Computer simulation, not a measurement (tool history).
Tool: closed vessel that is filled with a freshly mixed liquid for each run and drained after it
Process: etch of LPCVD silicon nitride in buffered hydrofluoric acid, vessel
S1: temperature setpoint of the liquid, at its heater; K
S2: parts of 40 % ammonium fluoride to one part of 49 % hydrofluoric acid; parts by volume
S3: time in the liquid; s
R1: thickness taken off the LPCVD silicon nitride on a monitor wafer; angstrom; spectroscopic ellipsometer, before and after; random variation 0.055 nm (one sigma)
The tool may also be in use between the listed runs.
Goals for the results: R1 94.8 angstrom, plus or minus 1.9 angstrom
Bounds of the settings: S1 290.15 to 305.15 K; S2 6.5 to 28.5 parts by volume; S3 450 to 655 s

run 1 day=0 | S1=297.15 S2=17.5 S3=655 | R1=53.955
run 2 day=0.112 | S1=299.65 S2=16.5 S3=655 | R1=65.637
run 3 day=0.417 | S1=301.65 S2=16 S3=655 | R1=76.534
run 4 day=0.604 | S1=299.15 S2=16 S3=655 | R1=66.201
run 5 day=0.767 | S1=301.15 S2=16 S3=655 | R1=74.623
run 6 day=1.108 | S1=303.15 S2=16 S3=655 | R1=82.236
run 7 day=1.367 | S1=305.15 S2=15 S3=655 | R1=98.979
-- day=1.683 thermometer replaced
run 8 day=1.683 | S1=304.15 S2=15 S3=655 | R1=105
run 9 day=1.833 | S1=303.65 S2=15 S3=655 | R1=102.52

Exactly one of the 4 candidate moves below puts every result within its allowed miss. Which one?
run A day=1.983 | S1=301.15 S2=12 S3=575 | R1=?
run B day=1.983 | S1=305.15 S2=13.5 S3=480 | R1=?
run C day=1.983 | S1=304.15 S2=14.5 S3=540 | R1=?
run D day=1.983 | S1=302.65 S2=14.5 S3=615 | R1=?

move=A R1=98.379
move=B R1=90.31
move=C R1=89.933
move=D R1=94.669
A: closes in on the targets versus the last run, not all within tolerance yet
B: moves the result that the last run missed by most past its target, out the other side
C: moves the result that the last run missed by most past its target, out the other side
D: every result lands within tolerance
D meets every target.
